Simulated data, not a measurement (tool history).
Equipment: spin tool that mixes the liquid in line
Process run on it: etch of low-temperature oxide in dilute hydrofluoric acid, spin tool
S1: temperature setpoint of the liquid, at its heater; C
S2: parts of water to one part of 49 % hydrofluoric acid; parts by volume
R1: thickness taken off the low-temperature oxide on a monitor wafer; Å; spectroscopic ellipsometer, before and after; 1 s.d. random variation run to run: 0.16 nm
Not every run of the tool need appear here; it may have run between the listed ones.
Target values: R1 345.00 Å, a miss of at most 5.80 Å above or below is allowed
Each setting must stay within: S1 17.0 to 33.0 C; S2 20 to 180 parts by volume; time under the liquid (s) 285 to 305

run 1 hour=0.0 | S1=25.0 S2=100 time_under_the_liquid_(s)=285 | R1=582.16
run 2 hour=1.0 | S1=23.0 S2=105 time_under_the_liquid_(s)=285 | R1=509.04
run 3 hour=8.8 | S1=23.0 S2=135 time_under_the_liquid_(s)=285 | R1=380.35
run 4 hour=13.9 | S1=23.0 S2=155 time_under_the_liquid_(s)=285 | R1=326.52
run 5 hour=22.8 | S1=23.0 S2=155 time_under_the_liquid_(s)=285 | R1=326.35
run 6 hour=31.1 | S1=25.5 S2=155 time_under_the_liquid_(s)=285 | R1=357.29
run 7 hour=39.4 | S1=25.0 S2=155 time_under_the_liquid_(s)=285 | R1=351.13
run 8 hour=44.9 | S1=25.0 S2=155 time_under_the_liquid_(s)=285 | R1=352.81

Which single option among these 4 for the next run brings every result within its allowed miss of target? Just one does.
run A hour=50.4 | S1=26.5 S2=165 time_under_the_liquid_(s)=300 | R1=?
run B hour=50.4 | S1=20.5 S2=135 time_under_the_liquid_(s)=285 | R1=?
run C hour=50.4 | S1=27.0 S2=160 time_under_the_liquid_(s)=285 | R1=?
run D hour=50.4 | S1=26.5 S2=160 time_under_the_liquid_(s)=285 | R1=?

move=A R1=362.70
move=B R1=345.96
move=C R1=364.11
move=D R1=357.45
A: the biggest miss grows against the last run
B: each result inside its tolerance
C: the biggest miss grows against the last run
D: the biggest miss grows against the last run
The move that meets every target is B.

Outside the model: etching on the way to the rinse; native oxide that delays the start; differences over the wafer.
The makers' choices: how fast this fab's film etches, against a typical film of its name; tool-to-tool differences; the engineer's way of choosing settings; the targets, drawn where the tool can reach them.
